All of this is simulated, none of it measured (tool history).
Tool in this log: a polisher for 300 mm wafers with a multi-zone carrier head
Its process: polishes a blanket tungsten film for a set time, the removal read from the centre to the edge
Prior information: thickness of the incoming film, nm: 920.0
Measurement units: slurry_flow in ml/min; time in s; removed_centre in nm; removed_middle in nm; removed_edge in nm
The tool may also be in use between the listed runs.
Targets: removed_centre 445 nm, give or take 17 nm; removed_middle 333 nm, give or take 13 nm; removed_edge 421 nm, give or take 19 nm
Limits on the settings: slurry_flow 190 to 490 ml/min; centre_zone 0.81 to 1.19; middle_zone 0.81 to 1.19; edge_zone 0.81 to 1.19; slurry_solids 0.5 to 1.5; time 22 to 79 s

run	hour	slurry_flow	centre_zone	middle_zone	edge_zone	slurry_solids	time	removed_centre	removed_middle	removed_edge
1	0	315	1	1	1	1	50	297.72	287.59	295.63
2	4	315	1.06	1	1	1	50	310.85	284.63	298.29
3	8.1	315	1.06	1	1	1	45	281.76	260.39	266.61
4	15	315	1.09	0.97	1.03	1.1	48	317.96	268.93	290.47
5	19.7	315	1.09	0.97	1.1	1.1	48	316.03	274.21	293.19
6	23.9	315	1.09	0.97	1.14	1.1	48	312.55	273.62	306.17
7	25.2	315	1.09	0.94	1.15	1.15	51	332.23	287.09	326.48
8	32.5	315	1.1	0.91	1.16	1.2	53	349.88	292.57	343.25
9	37.4	315	1.11	0.89	1.17	1.25	55	369.83	296.48	371.4
10	39.6	320	1.13	0.9	1.17	1.3	56	394.69	309.36	383.28
11	44.5	325	1.14	0.9	1.17	1.35	56	397.81	310.13	366.52

Pick the move, out of 5, that brings all results within their allowed miss; only one does.
A	49.4	300	1.17	0.87	1.19	1.35	62	?	?	?
B	49.4	405	1.14	1.15	1.12	1.5	45	?	?	?
C	49.4	290	1.05	1.1	1.15	1.5	49	?	?	?
D	49.4	325	1.12	0.92	1.18	1.4	58	?	?	?
E	49.4	275	1.15	0.86	1.19	1.3	70	?	?	?

move	removed_centre	removed_middle	removed_edge
A	461.04	339.28	431.22
B	343.86	327.28	316.78
C	333.17	332.85	341.07
D	419.7	337.74	407.14
E	502.25	372.94	479.66
A: hits every target within its allowed miss
B: its largest miss is bigger than the last run's
C: its largest miss is bigger than the last run's
D: puts the biggest miss on target and leaves a different result outside tolerance
E: moves the result that the last run missed by most past its target, out the other side
Move A is the one to make.
